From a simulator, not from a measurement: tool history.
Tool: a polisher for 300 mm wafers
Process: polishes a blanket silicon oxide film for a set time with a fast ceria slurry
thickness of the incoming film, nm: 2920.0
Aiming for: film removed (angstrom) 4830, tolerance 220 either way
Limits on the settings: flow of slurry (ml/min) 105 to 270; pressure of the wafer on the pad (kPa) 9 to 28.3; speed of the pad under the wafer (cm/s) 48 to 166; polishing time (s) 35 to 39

| run | hour | flow of slurry (ml/min) | pressure of the wafer on the pad (kPa) | speed of the pad under the wafer (cm/s) | polishing time (s) | film removed (angstrom) |
|---|---|---|---|---|---|---|
| 1 | 0 | 175 | 18.6 | 106 | 39 | 5938.1 |
| 2 | 4.1 | 175 | 17.2 | 106 | 39 | 5524.1 |
| 3 | 12.4 | 205 | 17.2 | 106 | 39 | 5624.5 |
| 4 | 19.7 | 205 | 13.1 | 106 | 39 | 4285.2 |
| 5 | 25.6 | 205 | 13.1 | 90 | 39 | 3741.5 |
| 6 | 26.8 | 205 | 14.5 | 90 | 39 | 4059.3 |
| 7 | 33.7 | 205 | 15.2 | 90 | 39 | 4300.8 |
| 8 | 39.3 | 205 | 15.9 | 90 | 39 | 4420 |
| 9 | 44.2 | 205 | 15.9 | 90 | 39 | 4434.9 |

Of the 4 settings listed for the next run, only one would bring every result within its allowed miss of target. Which one?
| A | 49.1 | 180 | 15.9 | 102 | 35 | ? |
| B | 49.1 | 165 | 16.5 | 98 | 36 | ? |
| C | 49.1 | 240 | 15.2 | 108 | 36 | ? |
| D | 49.1 | 195 | 17.2 | 86 | 37 | ? |

| move | film removed (angstrom) |
|---|---|
| A | 4462.3 |
| B | 4544.4 |
| C | 4819.1 |
| D | 4436.2 |
A: gains on the last run, yet a result remains outside its allowed miss
B: gains on the last run, yet a result remains outside its allowed miss
C: every result within its allowed miss
D: neither nearer nor further off than the last run
C meets every target.
